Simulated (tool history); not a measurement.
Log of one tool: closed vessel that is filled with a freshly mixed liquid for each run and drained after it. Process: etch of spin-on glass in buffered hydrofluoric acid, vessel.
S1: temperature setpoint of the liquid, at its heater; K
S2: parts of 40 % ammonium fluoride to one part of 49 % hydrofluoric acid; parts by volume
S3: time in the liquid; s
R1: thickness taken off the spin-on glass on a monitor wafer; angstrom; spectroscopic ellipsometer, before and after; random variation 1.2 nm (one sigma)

Run 1, hour 0.0: S1 293.15 K, S2 12.5 parts by volume, S3 85 s. Result: R1 1769.8 angstrom.
Run 2, hour 6.3: S1 294.15 K, S2 12.5 parts by volume, S3 85 s. Result: R1 1861.5 angstrom.
Run 3, hour 15.1: S1 294.15 K, S2 9.5 parts by volume, S3 85 s. Result: R1 2432.0 angstrom.
Run 4, hour 18.2: S1 293.65 K, S2 10.0 parts by volume, S3 85 s. Result: R1 2280.6 angstrom.
Run 5, hour 22.5: S1 293.15 K, S2 10.5 parts by volume, S3 85 s. Result: R1 2146.0 angstrom.
Run 6, hour 25.6: S1 293.15 K, S2 10.5 parts by volume, S3 85 s. Result: R1 2112.0 angstrom.
Run 7, hour 28.5: S1 292.65 K, S2 11.0 parts by volume, S3 85 s. Result: R1 1996.7 angstrom.
Run 8, hour 34.4: S1 292.15 K, S2 11.5 parts by volume, S3 85 s. Result: R1 1810.3 angstrom.

Run 9 comes next. What will it give?
Run 9, hour 41.2: S1 291.65 K, S2 12.0 parts by volume, S3 85 s. Result: R1 ?.

{"run 9": {"R1": 1691.9}}

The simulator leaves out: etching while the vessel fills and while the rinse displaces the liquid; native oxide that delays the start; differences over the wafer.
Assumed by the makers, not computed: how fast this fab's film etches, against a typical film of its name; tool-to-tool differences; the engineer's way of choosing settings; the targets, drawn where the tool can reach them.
